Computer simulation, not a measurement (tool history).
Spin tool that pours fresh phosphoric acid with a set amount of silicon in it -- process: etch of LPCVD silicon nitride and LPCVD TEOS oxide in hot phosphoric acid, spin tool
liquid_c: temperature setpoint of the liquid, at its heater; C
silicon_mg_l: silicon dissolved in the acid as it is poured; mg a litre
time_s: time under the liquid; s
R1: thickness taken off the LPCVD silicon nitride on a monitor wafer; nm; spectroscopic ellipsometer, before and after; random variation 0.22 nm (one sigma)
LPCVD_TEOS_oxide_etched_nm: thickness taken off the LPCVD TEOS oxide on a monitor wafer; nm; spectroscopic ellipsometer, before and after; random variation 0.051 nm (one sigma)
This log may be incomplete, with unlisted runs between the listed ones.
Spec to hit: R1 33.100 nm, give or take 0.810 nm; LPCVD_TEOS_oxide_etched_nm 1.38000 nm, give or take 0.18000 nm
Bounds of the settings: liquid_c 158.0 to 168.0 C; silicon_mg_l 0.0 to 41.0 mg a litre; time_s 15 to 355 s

Run 1, hour 0.0: liquid_c 163.0 C, silicon_mg_l 18.0 mg a litre, time_s 180 s. Result: R1 18.897 nm, LPCVD_TEOS_oxide_etched_nm 0.75678 nm.
Run 2, hour 4.4: liquid_c 164.5 C, silicon_mg_l 18.0 mg a litre, time_s 180 s. Result: R1 19.977 nm, LPCVD_TEOS_oxide_etched_nm 0.90007 nm.
Run 3, hour 5.5: liquid_c 164.5 C, silicon_mg_l 18.0 mg a litre, time_s 235 s. Result: R1 25.734 nm, LPCVD_TEOS_oxide_etched_nm 1.08020 nm.
Run 4, hour 7.6: liquid_c 165.0 C, silicon_mg_l 18.5 mg a litre, time_s 240 s. Result: R1 27.554 nm, LPCVD_TEOS_oxide_etched_nm 1.15550 nm.
At hour 8.8: thermometer replaced.
Run 5, hour 8.8: liquid_c 165.0 C, silicon_mg_l 18.5 mg a litre, time_s 210 s. Result: R1 22.170 nm, LPCVD_TEOS_oxide_etched_nm 0.81592 nm.
Run 6, hour 13.9: liquid_c 165.0 C, silicon_mg_l 18.5 mg a litre, time_s 180 s. Result: R1 18.864 nm, LPCVD_TEOS_oxide_etched_nm 0.69807 nm.
Run 7, hour 22.6: liquid_c 165.0 C, silicon_mg_l 18.5 mg a litre, time_s 195 s. Result: R1 20.446 nm, LPCVD_TEOS_oxide_etched_nm 0.77760 nm.
Run 8, hour 31.1: liquid_c 165.0 C, silicon_mg_l 18.5 mg a litre, time_s 205 s. Result: R1 21.374 nm, LPCVD_TEOS_oxide_etched_nm 0.77736 nm.

Next run, 4 choices. One meets every target within its allowed miss, the rest don't. Which?
Run A, hour 39.6: liquid_c 166.5 C, silicon_mg_l 27.0 mg a litre, time_s 315 s. Result: R1 ?, LPCVD_TEOS_oxide_etched_nm ?.
Run B, hour 39.6: liquid_c 168.0 C, silicon_mg_l 16.0 mg a litre, time_s 260 s. Result: R1 ?, LPCVD_TEOS_oxide_etched_nm ?.
Run C, hour 39.6: liquid_c 164.5 C, silicon_mg_l 15.0 mg a litre, time_s 320 s. Result: R1 ?, LPCVD_TEOS_oxide_etched_nm ?.
Run D, hour 39.6: liquid_c 165.5 C, silicon_mg_l 24.0 mg a litre, time_s 290 s. Result: R1 ?, LPCVD_TEOS_oxide_etched_nm ?.

move      R1  LPCVD_TEOS_oxide_etched_nm
   A  34.482                     1.15350
   B  29.883                     1.47670
   C  32.809                     1.44880
   D  30.725                     1.09400
A: moves the result that the last run missed by most past its target, out the other side
B: closer than the last run, but not yet in spec
C: in spec on every target
D: closer than the last run, but not yet in spec
Correct choice: C, which meets every target
